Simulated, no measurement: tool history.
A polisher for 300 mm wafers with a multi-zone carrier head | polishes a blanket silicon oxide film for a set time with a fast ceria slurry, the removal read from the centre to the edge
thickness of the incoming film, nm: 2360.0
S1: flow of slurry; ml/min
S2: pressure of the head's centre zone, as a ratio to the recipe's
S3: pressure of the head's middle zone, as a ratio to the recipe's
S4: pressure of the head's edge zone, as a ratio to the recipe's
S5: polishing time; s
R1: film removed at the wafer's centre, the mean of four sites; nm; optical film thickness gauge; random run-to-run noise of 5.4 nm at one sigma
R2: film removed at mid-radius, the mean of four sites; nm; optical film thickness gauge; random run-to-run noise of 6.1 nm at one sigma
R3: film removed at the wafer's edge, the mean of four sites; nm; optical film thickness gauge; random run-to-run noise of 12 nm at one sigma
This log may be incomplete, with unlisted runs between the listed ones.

| run | hour | S1 | S2 | S3 | S4 | S5 | R1 | R2 | R3 |
|---|---|---|---|---|---|---|---|---|---|
| 1 | 0 | 290 | 1 | 1 | 1 | 50 | 941.11 | 936.05 | 963.48 |
| 2 | 1.2 | 280 | 0.98 | 1.02 | 1 | 50 | 908.83 | 945.4 | 918.9 |
| 3 | 7.5 | 280 | 0.98 | 1.02 | 1 | 39 | 713.66 | 730.12 | 741.32 |
| 4 | 11.1 | 280 | 0.98 | 1.02 | 1 | 50 | 910.3 | 950.27 | 933.46 |
| 5 | 13 | 275 | 0.96 | 1.03 | 1.02 | 50 | 898.57 | 942.55 | 932.78 |
| 6 | 20.9 | 275 | 0.93 | 1.05 | 1.04 | 50 | 874.4 | 966.38 | 951.85 |
| 7 | 28.4 | 255 | 0.87 | 1.09 | 1.05 | 50 | 810.13 | 989.54 | 946.63 |

What will run 8 give?
| 8 | 34 | 260 | 0.87 | 1.09 | 1.05 | 50 | ? | ? | ? |

Logged for run 8: R1 802.88 nm, R2 994.09 nm, R3 960.58 nm.

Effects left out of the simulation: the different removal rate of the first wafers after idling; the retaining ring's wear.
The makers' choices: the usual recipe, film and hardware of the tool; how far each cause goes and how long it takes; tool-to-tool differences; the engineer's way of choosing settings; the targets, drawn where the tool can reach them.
